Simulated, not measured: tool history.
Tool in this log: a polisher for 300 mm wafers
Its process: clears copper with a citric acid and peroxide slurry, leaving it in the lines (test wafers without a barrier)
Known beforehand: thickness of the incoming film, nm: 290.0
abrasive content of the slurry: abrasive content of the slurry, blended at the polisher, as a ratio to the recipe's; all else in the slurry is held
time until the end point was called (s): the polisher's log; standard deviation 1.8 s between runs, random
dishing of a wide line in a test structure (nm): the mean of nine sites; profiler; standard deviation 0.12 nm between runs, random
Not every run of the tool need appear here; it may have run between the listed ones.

| run | day | flow of slurry (ml/min) | pressure of the wafer on the pad (kPa) | speed of the pad under the wafer (m/s) | abrasive content of the slurry | overpolish time after the end point (s) | time until the end point was called (s) | dishing of a wide line in a test structure (nm) |
|---|---|---|---|---|---|---|---|---|
| 1 | 0.000 | 205 | 22.8 | 1.12 | 1.0 | 10 | 102.90 | 21.089 |
| 2 | 0.221 | 205 | 17.9 | 1.12 | 1.0 | 10 | 126.88 | 17.347 |
| 3 | 0.567 | 205 | 17.9 | 1.12 | 1.0 | 12 | 127.16 | 20.677 |
| 4 | 0.667 | 205 | 13.1 | 1.12 | 1.0 | 12 | 165.49 | 15.632 |
| 5 | 0.788 | 205 | 15.9 | 1.12 | 1.0 | 12 | 138.68 | 18.625 |
| 6 | 1.046 | 170 | 15.9 | 1.12 | 1.0 | 12 | 144.31 | 18.012 |

For run 7, what comes out?
| 7 | 1.279 | 160 | 14.5 | 1.18 | 1.0 | 10 | ? | ? |

time until the end point was called (s): 152.05
dishing of a wide line in a test structure (nm): 14.383

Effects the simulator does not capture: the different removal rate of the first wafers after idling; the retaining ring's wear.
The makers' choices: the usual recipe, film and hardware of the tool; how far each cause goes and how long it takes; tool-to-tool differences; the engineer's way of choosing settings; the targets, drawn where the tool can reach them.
